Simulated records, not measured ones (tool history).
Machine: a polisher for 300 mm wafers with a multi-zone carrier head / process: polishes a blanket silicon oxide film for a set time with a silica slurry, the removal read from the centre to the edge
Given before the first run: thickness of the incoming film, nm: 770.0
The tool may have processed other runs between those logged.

| run | hour | flow of slurry (ml/min) | pressure of the head's centre zone | pressure of the head's middle zone | pressure of the head's edge zone | abrasive content of the slurry | polishing time (s) | film removed at the wafer's centre (nm) | film removed at mid-radius (nm) | film removed at the wafer's edge (nm) |
|---|---|---|---|---|---|---|---|---|---|---|
| 1 | 0 | 310 | 1 | 1 | 1 | 1 | 82 | 173.66 | 170.07 | 171.46 |
| 2 | 1.1 | 310 | 1 | 1 | 1 | 1 | 102 | 217.19 | 217.56 | 210.65 |
| 3 | 2.8 | 310 | 1 | 1 | 1 | 1 | 111 | 237.59 | 236.08 | 229.29 |
| 4 | 8.3 | 310 | 1 | 1 | 1 | 1.1 | 111 | 245.98 | 245.36 | 236.84 |
| 5 | 16.1 | 300 | 0.96 | 0.98 | 0.97 | 0.95 | 97 | 192.37 | 198.35 | 193.45 |
| 6 | 18.3 | 230 | 0.96 | 0.98 | 0.97 | 0.95 | 97 | 186.05 | 194.57 | 188.03 |
| 7 | 27.1 | 225 | 0.94 | 0.96 | 0.95 | 0.85 | 87 | 157.42 | 159.27 | 159.43 |
| 8 | 31.6 | 220 | 0.91 | 0.96 | 0.94 | 0.75 | 81 | 136.51 | 144 | 141.76 |
| 9 | 32.3 | 215 | 0.89 | 0.94 | 0.94 | 0.7 | 76 | 118.84 | 123.93 | 127.62 |
| 10 | 41.1 | 210 | 0.87 | 0.93 | 0.93 | 0.65 | 74 | 109.25 | 115.78 | 115.94 |
| 11 | 48.1 | 210 | 0.86 | 0.92 | 0.94 | 0.6 | 74 | 104.27 | 112.09 | 114.89 |
| 12 | 50.7 | 210 | 0.85 | 0.91 | 0.93 | 0.6 | 73 | 101.49 | 109.41 | 109.94 |
| 13 | 54.2 | 210 | 0.84 | 0.89 | 0.93 | 0.6 | 73 | 98.393 | 105.63 | 113.41 |
| 14 | 55.9 | 210 | 0.84 | 0.88 | 0.91 | 0.6 | 73 | 100.36 | 105.34 | 110.89 |
| 15 | 62.7 | 210 | 0.83 | 0.88 | 0.91 | 0.6 | 73 | 98.564 | 105.42 | 111.88 |
| 16 | 66.5 | 210 | 0.83 | 0.88 | 0.9 | 0.6 | 73 | 100.35 | 105.82 | 109.22 |

The next listed run, before its measurement:
| 17 | 68 | 210 | 0.82 | 0.87 | 0.9 | 0.55 | 72 | ? | ? | ? |

Run 17 measured film removed at the wafer's centre (nm) 91.308, film removed at mid-radius (nm) 100.54, film removed at the wafer's edge (nm) 104.95.
